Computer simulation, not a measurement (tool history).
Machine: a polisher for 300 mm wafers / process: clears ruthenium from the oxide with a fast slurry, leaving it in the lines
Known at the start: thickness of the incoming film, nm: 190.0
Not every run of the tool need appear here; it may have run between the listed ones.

run	day	flow of slurry (ml/min)	pressure of the wafer on the pad (psi)	speed of the pad under the wafer (m/s)	abrasive content of the slurry	overpolish time after the end point (s)	time until the end point was called (s)	dishing of a wide line in a test structure (angstrom)
1	0.000	130	3.3	1.00	1.0	10	39.019	400.140
2	0.338	130	4.1	1.00	1.0	10	31.740	472.050
3	0.388	130	4.7	1.00	1.0	10	27.903	553.060
4	0.442	130	4.0	1.00	1.0	10	33.187	464.540
5	0.779	140	4.0	1.00	1.0	10	32.314	485.020
6	1.100	120	3.5	0.86	1.0	8	43.853	295.300
7	1.446	110	3.1	0.76	1.0	6	54.371	180.760
8	1.575	105	2.8	0.72	1.0	5	68.807	123.580
9	1.825	105	2.6	0.72	1.0	4	73.038	95.856
10	1.867	105	2.5	0.72	1.0	4	73.663	91.587

Estimate the outcome of run 11 from the log above:
11	2.167	105	2.5	0.72	1.0	4	?	?

time until the end point was called (s): 73.811
dishing of a wide line in a test structure (angstrom): 90.345

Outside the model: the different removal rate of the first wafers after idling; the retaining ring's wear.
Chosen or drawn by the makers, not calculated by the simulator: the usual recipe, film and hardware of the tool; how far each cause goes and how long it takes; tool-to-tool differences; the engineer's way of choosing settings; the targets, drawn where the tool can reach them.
